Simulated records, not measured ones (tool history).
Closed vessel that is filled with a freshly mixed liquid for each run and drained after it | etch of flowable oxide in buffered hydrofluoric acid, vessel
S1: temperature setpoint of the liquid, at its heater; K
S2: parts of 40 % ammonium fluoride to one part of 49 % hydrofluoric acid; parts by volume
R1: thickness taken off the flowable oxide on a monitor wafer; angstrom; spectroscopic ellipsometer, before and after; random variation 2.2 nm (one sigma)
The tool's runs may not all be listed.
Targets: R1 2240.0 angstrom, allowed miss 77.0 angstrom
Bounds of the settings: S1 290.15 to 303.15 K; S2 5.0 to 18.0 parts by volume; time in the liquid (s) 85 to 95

{"run": 1, "hour": 0.0, "S1": 295.15, "S2": 11.0, "time in the liquid (s)": 85, "R1": 1731.1}
{"run": 2, "hour": 5.0, "S1": 296.15, "S2": 11.0, "time in the liquid (s)": 85, "R1": 1854.5}
{"run": 3, "hour": 8.0, "S1": 296.65, "S2": 11.0, "time in the liquid (s)": 85, "R1": 1910.4}
{"run": 4, "hour": 16.8, "S1": 296.65, "S2": 11.0, "time in the liquid (s)": 95, "R1": 2110.9}
{"run": 5, "hour": 20.5, "S1": 296.65, "S2": 8.5, "time in the liquid (s)": 95, "R1": 2677.0}
{"run": 6, "hour": 26.1, "S1": 296.15, "S2": 8.5, "time in the liquid (s)": 95, "R1": 2596.6}
{"run": 7, "hour": 31.4, "S1": 295.65, "S2": 8.5, "time in the liquid (s)": 95, "R1": 2477.4}
{"run": 8, "hour": 40.4, "S1": 295.15, "S2": 8.5, "time in the liquid (s)": 95, "R1": 2386.2}
{"run": 9, "hour": 49.0, "S1": 294.65, "S2": 8.5, "time in the liquid (s)": 95, "R1": 2438.4}

4 next moves are on the table. One of them brings every result within its allowed miss. Which?
{"run": "A", "hour": 57.6, "S1": 291.65, "S2": 7.0, "time in the liquid (s)": 85, "R1": "?"}
{"run": "B", "hour": 57.6, "S1": 294.65, "S2": 9.0, "time in the liquid (s)": 85, "R1": "?"}
{"run": "C", "hour": 57.6, "S1": 295.15, "S2": 9.5, "time in the liquid (s)": 90, "R1": "?"}
{"run": "D", "hour": 57.6, "S1": 296.15, "S2": 8.0, "time in the liquid (s)": 95, "R1": "?"}

move=A R1=2226.0
move=B R1=2005.4
move=C R1=2110.0
move=D R1=2766.4
A: meets every target
B: takes the result that was furthest off past its target
C: takes the result that was furthest off past its target
D: further off than the last run
Answer: A
